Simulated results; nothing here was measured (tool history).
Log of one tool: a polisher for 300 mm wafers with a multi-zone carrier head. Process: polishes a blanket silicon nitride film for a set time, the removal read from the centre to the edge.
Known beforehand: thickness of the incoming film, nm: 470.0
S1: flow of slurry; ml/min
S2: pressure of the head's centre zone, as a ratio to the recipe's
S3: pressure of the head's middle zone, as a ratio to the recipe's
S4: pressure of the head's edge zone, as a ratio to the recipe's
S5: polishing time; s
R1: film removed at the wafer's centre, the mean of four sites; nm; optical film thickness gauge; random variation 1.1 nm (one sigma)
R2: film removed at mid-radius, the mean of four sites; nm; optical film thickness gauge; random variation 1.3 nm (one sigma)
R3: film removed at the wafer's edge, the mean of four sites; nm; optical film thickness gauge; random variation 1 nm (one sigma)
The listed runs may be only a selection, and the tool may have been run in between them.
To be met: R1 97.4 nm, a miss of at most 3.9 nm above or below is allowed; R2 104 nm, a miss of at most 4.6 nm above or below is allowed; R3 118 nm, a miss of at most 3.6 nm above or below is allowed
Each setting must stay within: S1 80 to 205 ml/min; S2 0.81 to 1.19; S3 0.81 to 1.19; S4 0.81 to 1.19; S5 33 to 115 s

Run 1, day 0: S1 135 ml/min, S2 1, S3 1, S4 1, S5 73 s. Result: R1 98.833 nm, R2 94.989 nm, R3 96.804 nm.
Run 2, day 0.067: S1 140 ml/min, S2 0.99, S3 1, S4 1.02, S5 73 s. Result: R1 99.978 nm, R2 96.343 nm, R3 97.801 nm.
Run 3, day 0.371: S1 140 ml/min, S2 0.99, S3 1, S4 1.02, S5 55 s. Result: R1 76.026 nm, R2 71.128 nm, R3 74.067 nm.
Run 4, day 0.458: S1 140 ml/min, S2 0.99, S3 1, S4 1.02, S5 69 s. Result: R1 93.445 nm, R2 90.321 nm, R3 91.95 nm.
Run 5, day 0.521: S1 140 ml/min, S2 0.98, S3 0.99, S4 1.04, S5 70 s. Result: R1 95.521 nm, R2 87.587 nm, R3 95.205 nm.
Run 6, day 0.808: S1 140 ml/min, S2 0.98, S3 0.91, S4 1.04, S5 70 s. Result: R1 96.099 nm, R2 87.87 nm, R3 95.153 nm.
Run 7, day 0.846: S1 140 ml/min, S2 0.96, S3 0.92, S4 1.05, S5 71 s. Result: R1 95.759 nm, R2 86.821 nm, R3 98.612 nm.
Run 8, day 1.208: S1 145 ml/min, S2 0.95, S3 0.94, S4 1.05, S5 72 s. Result: R1 94.542 nm, R2 91.392 nm, R3 100.43 nm.
Run 9, day 1.442: S1 150 ml/min, S2 0.94, S3 0.94, S4 1.06, S5 72 s. Result: R1 95.195 nm, R2 91.139 nm, R3 100.08 nm.
Run 10, day 1.554: S1 150 ml/min, S2 0.93, S3 0.94, S4 1.07, S5 73 s. Result: R1 93.646 nm, R2 91.391 nm, R3 102.01 nm.
Run 11, day 1.929: S1 150 ml/min, S2 0.92, S3 0.94, S4 1.08, S5 74 s. Result: R1 95.143 nm, R2 93.524 nm, R3 103.67 nm.
Run 12, day 1.967: S1 155 ml/min, S2 0.91, S3 0.94, S4 1.09, S5 75 s. Result: R1 96.757 nm, R2 94.848 nm, R3 107.54 nm.
Run 13, day 2.004: S1 155 ml/min, S2 0.9, S3 0.94, S4 1.09, S5 75 s. Result: R1 96.348 nm, R2 94.747 nm, R3 104.49 nm.
Run 14, day 2.058: S1 155 ml/min, S2 0.89, S3 0.94, S4 1.1, S5 76 s. Result: R1 95.617 nm, R2 96.473 nm, R3 108.17 nm.
Run 15, day 2.325: S1 185 ml/min, S2 0.86, S3 0.96, S4 1.17, S5 77 s. Result: R1 97.025 nm, R2 103.23 nm, R3 112.75 nm.

Exactly one of the 4 candidate moves below puts every result within its allowed miss. Which one?
Run A, day 2.592: S1 205 ml/min, S2 0.96, S3 1.1, S4 1.1, S5 70 s. Result: R1 ?, R2 ?, R3 ?.
Run B, day 2.592: S1 120 ml/min, S2 0.87, S3 1.01, S4 1.19, S5 82 s. Result: R1 ?, R2 ?, R3 ?.
Run C, day 2.592: S1 200 ml/min, S2 0.81, S3 1.1, S4 1.12, S5 81 s. Result: R1 ?, R2 ?, R3 ?.
Run D, day 2.592: S1 160 ml/min, S2 1.01, S3 0.91, S4 1.17, S5 76 s. Result: R1 ?, R2 ?, R3 ?.

move      R1      R2      R3
   A  97.179  98.915  100.57
   B  96.541  103.42  116.45
   C  97.014  114.19  117.15
   D  106.35  94.912   110.2
A: lands further from the targets than the last run did
B: every result lands within tolerance
C: meets the target for the result that was furthest off, but another lies outside its allowed miss
D: lands further from the targets than the last run did
So the answer is move B, the one that meets all the targets.
